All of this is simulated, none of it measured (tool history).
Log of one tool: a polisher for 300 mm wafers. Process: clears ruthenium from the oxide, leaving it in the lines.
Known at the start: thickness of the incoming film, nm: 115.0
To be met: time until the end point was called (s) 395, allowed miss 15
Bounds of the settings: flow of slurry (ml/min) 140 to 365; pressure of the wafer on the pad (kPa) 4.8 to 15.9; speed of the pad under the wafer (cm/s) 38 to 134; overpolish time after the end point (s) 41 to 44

| run | hour | flow of slurry (ml/min) | pressure of the wafer on the pad (kPa) | speed of the pad under the wafer (cm/s) | overpolish time after the end point (s) | time until the end point was called (s) |
|---|---|---|---|---|---|---|
| 1 | 0 | 235 | 10.3 | 86 | 41 | 167.81 |
| 2 | 5.2 | 235 | 9 | 80 | 41 | 205.09 |
| 3 | 7.7 | 235 | 8.3 | 76 | 41 | 231.16 |
| 4 | 14.9 | 235 | 7.6 | 72 | 41 | 254.81 |
| 5 | 16.9 | 235 | 6.9 | 68 | 41 | 298.18 |
| 6 | 20.4 | 235 | 6.2 | 68 | 41 | 332.06 |
| 7 | 27.7 | 235 | 5.5 | 68 | 41 | 364.15 |
| 8 | 35.2 | 235 | 5.5 | 68 | 41 | 371.43 |
| 9 | 38.5 | 235 | 5.5 | 68 | 41 | 375.48 |
| 10 | 39.4 | 235 | 5.5 | 66 | 41 | 378.1 |

Which of these 4 next moves meets every target?
| A | 40.3 | 290 | 6.2 | 60 | 41 | ? |
| B | 40.3 | 275 | 6.9 | 46 | 43 | ? |
| C | 40.3 | 235 | 6.9 | 58 | 43 | ? |
| D | 40.3 | 265 | 5.5 | 54 | 41 | ? |

| move | time until the end point was called (s) |
|---|---|
| A | 360.2 |
| B | 395.87 |
| C | 338.77 |
| D | 437.82 |
A: further off than the last run
B: meets every target
C: further off than the last run
D: takes the result that was furthest off past its target
Answer: B
